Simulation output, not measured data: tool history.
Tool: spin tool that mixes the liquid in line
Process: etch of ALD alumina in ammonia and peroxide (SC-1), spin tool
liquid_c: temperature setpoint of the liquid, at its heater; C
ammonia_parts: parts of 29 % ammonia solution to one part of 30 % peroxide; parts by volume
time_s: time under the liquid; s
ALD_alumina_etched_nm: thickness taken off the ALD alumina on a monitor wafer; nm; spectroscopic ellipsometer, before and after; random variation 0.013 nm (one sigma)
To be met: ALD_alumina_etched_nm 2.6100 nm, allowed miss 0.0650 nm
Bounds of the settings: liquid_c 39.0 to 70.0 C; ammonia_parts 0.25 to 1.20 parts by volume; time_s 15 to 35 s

| run | day | liquid_c | ammonia_parts | time_s | ALD_alumina_etched_nm |
|---|---|---|---|---|---|
| 1 | 0.000 | 55.0 | 0.95 | 35 | 3.3671 |
| 2 | 0.212 | 55.0 | 0.95 | 35 | 3.3384 |
| 3 | 0.254 | 54.0 | 0.95 | 35 | 3.1978 |
| 4 | 0.400 | 54.0 | 1.10 | 35 | 3.2706 |
| 5 | 0.512 | 58.0 | 1.10 | 35 | 4.0085 |
| 6 | 0.817 | 58.0 | 1.10 | 15 | 1.7200 |
| 7 | 1.117 | 58.0 | 1.10 | 15 | 1.7331 |
| 8 | 1.421 | 55.5 | 1.10 | 15 | 1.5136 |
| 9 | 1.692 | 57.0 | 1.10 | 15 | 1.6288 |
| 10 | 1.750 | 58.5 | 1.05 | 15 | 1.7463 |
| 11 | 2.096 | 55.5 | 1.00 | 15 | 1.4966 |
|  | 2.467 | heated supply line repaired |
| 12 | 2.467 | 58.0 | 1.00 | 15 | 1.9892 |
| 13 | 2.588 | 62.0 | 1.00 | 15 | 2.4415 |
| 14 | 2.775 | 62.5 | 1.00 | 15 | 2.5067 |

5 next moves are on the table. One of them brings every result within its allowed miss. Which?
| A | 2.962 | 62.0 | 1.10 | 15 | ? |
| B | 2.962 | 62.0 | 0.80 | 15 | ? |
| C | 2.962 | 50.0 | 1.05 | 30 | ? |
| D | 2.962 | 62.0 | 0.90 | 15 | ? |
| E | 2.962 | 65.0 | 0.95 | 15 | ? |

| move | ALD_alumina_etched_nm |
|---|---|
| A | 2.4723 |
| B | 2.3991 |
| C | 2.6145 |
| D | 2.4259 |
| E | 2.8338 |
A: further off than the last run
B: further off than the last run
C: meets every target
D: further off than the last run
E: takes the result that was furthest off past its target
Answer: C
